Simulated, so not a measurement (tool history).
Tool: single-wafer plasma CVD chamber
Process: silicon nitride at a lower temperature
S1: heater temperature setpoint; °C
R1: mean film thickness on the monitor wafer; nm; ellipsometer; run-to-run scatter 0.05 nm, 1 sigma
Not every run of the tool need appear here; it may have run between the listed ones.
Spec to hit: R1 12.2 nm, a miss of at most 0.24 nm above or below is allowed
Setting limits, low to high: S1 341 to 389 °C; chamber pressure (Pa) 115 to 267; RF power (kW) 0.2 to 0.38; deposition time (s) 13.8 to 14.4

{"run": 1, "day": 0.0, "S1": 365, "chamber pressure (Pa)": 191, "RF power (kW)": 0.29, "deposition time (s)": 14.4, "R1": 15.813}
{"run": 2, "day": 0.2, "S1": 365, "chamber pressure (Pa)": 173, "RF power (kW)": 0.27, "deposition time (s)": 14.3, "R1": 14.372}
{"run": 3, "day": 0.404, "S1": 365, "chamber pressure (Pa)": 159, "RF power (kW)": 0.26, "deposition time (s)": 14.3, "R1": 13.632}
{"run": 4, "day": 0.492, "S1": 365, "chamber pressure (Pa)": 140, "RF power (kW)": 0.26, "deposition time (s)": 14.3, "R1": 13.329}
{"run": 5, "day": 0.642, "S1": 365, "chamber pressure (Pa)": 135, "RF power (kW)": 0.255, "deposition time (s)": 14.3, "R1": 13.069}
{"run": 6, "day": 0.996, "S1": 365, "chamber pressure (Pa)": 157, "RF power (kW)": 0.255, "deposition time (s)": 14.3, "R1": 13.174}
{"run": 7, "day": 1.025, "S1": 365, "chamber pressure (Pa)": 152, "RF power (kW)": 0.25, "deposition time (s)": 14.3, "R1": 12.966}
{"run": 8, "day": 1.062, "S1": 365, "chamber pressure (Pa)": 145, "RF power (kW)": 0.245, "deposition time (s)": 14.3, "R1": 12.549}
{"run": 9, "day": 1.392, "S1": 365, "chamber pressure (Pa)": 141, "RF power (kW)": 0.245, "deposition time (s)": 14.3, "R1": 12.454}
{"run": 10, "day": 1.65, "S1": 365, "chamber pressure (Pa)": 139, "RF power (kW)": 0.245, "deposition time (s)": 14.3, "R1": 12.472}

4 next moves are on the table. One of them brings every result within its allowed miss. Which?
{"run": "A", "day": 1.908, "S1": 373, "chamber pressure (Pa)": 115, "RF power (kW)": 0.245, "deposition time (s)": 13.8, "R1": "?"}
{"run": "B", "day": 1.908, "S1": 350, "chamber pressure (Pa)": 115, "RF power (kW)": 0.24, "deposition time (s)": 14.1, "R1": "?"}
{"run": "C", "day": 1.908, "S1": 355, "chamber pressure (Pa)": 115, "RF power (kW)": 0.255, "deposition time (s)": 13.8, "R1": "?"}
{"run": "D", "day": 1.908, "S1": 358, "chamber pressure (Pa)": 115, "RF power (kW)": 0.24, "deposition time (s)": 13.9, "R1": "?"}

move=A R1=11.61
move=B R1=11.683
move=C R1=12.194
move=D R1=11.486
A: takes the result that was furthest off past its target
B: takes the result that was furthest off past its target
C: all results in spec
D: takes the result that was furthest off past its target
The move that meets every target is C.
